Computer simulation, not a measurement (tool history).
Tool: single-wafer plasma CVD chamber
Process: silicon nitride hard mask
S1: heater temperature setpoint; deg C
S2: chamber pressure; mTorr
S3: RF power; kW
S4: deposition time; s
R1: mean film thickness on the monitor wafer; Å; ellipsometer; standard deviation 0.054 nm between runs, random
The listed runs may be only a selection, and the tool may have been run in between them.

| run | day | S1 | S2 | S3 | S4 | R1 |
|---|---|---|---|---|---|---|
| 1 | 0 | 385 | 1360 | 0.275 | 21.9 | 236.1 |
| 2 | 0.208 | 385 | 1250 | 0.265 | 21.9 | 224.48 |
| 3 | 0.554 | 385 | 1160 | 0.26 | 21.9 | 215.75 |
| 4 | 0.771 | 385 | 1100 | 0.26 | 21.9 | 211.38 |
| 5 | 1.083 | 385 | 1220 | 0.26 | 21.9 | 220.01 |
| 6 | 1.167 | 385 | 1150 | 0.26 | 21.9 | 214.62 |

For run 7, what comes out?
| 7 | 1.296 | 385 | 910 | 0.255 | 21.9 | ? |

{"run 7": {"R1": 189.93}}
